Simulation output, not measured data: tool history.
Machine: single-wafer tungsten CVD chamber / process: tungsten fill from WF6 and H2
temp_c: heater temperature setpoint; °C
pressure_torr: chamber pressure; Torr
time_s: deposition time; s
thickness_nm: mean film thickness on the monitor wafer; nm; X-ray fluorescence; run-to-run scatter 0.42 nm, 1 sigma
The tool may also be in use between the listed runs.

Run 1, day 0.000: temp_c 385 °C, pressure_torr 49.4 Torr, time_s 23.8 s. Result: thickness_nm 65.532 nm.
Run 2, day 0.371: temp_c 385 °C, pressure_torr 49.4 Torr, time_s 23.8 s. Result: thickness_nm 66.146 nm.
Run 3, day 0.592: temp_c 387 °C, pressure_torr 49.5 Torr, time_s 23.8 s. Result: thickness_nm 69.762 nm.
Run 4, day 0.712: temp_c 387 °C, pressure_torr 49.5 Torr, time_s 22.7 s. Result: thickness_nm 65.731 nm.
Run 5, day 0.738: temp_c 378 °C, pressure_torr 49.5 Torr, time_s 22.7 s. Result: thickness_nm 54.278 nm.
Run 6, day 0.938: temp_c 385 °C, pressure_torr 49.5 Torr, time_s 22.7 s. Result: thickness_nm 62.854 nm.
Run 7, day 1.283: temp_c 387 °C, pressure_torr 49.6 Torr, time_s 22.7 s. Result: thickness_nm 66.079 nm.

What does the tool deliver on the next run?
Run 8, day 1.467: temp_c 389 °C, pressure_torr 49.7 Torr, time_s 22.7 s. Result: thickness_nm ?.

Run 8 gave thickness_nm 68.690 nm.
